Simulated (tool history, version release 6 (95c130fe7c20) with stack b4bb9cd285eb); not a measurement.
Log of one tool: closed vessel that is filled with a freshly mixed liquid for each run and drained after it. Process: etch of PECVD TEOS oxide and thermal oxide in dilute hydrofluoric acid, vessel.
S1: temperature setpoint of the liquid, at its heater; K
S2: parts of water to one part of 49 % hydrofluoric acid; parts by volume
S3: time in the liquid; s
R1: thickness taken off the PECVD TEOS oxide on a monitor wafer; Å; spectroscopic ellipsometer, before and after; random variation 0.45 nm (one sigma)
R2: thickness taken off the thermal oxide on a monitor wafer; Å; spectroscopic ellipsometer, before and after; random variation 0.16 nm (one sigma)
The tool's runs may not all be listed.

{"run": 1, "hour": 0.0, "S1": 295.15, "S2": 165, "S3": 185, "R1": 183.25, "R2": 49.783}
{"run": 2, "hour": 3.3, "S1": 297.15, "S2": 130, "S3": 185, "R1": 262.93, "R2": 70.56}
{"run": 3, "hour": 6.4, "S1": 300.65, "S2": 130, "S3": 185, "R1": 300.26, "R2": 82.411}
{"run": 4, "hour": 12.4, "S1": 300.65, "S2": 130, "S3": 245, "R1": 396.41, "R2": 107.64}
{"run": 5, "hour": 16.4, "S1": 300.65, "S2": 130, "S3": 190, "R1": 304.18, "R2": 84.273}
{"run": 6, "hour": 20.7, "S1": 301.15, "S2": 105, "S3": 190, "R1": 399.31, "R2": 108.25}
{"run": 7, "hour": 28.0, "S1": 301.65, "S2": 95, "S3": 190, "R1": 457.1, "R2": 125.63}
{"run": 8, "hour": 35.4, "S1": 302.15, "S2": 90, "S3": 190, "R1": 491.26, "R2": 136.74}
{"run": 9, "hour": 39.8, "S1": 302.15, "S2": 85, "S3": 190, "R1": 525.69, "R2": 143.54}

The next listed run, before its measurement:
{"run": 10, "hour": 46.8, "S1": 302.15, "S2": 80, "S3": 190, "R1": "?", "R2": "?"}

R1: 562.74 Å
R2: 152.24 Å

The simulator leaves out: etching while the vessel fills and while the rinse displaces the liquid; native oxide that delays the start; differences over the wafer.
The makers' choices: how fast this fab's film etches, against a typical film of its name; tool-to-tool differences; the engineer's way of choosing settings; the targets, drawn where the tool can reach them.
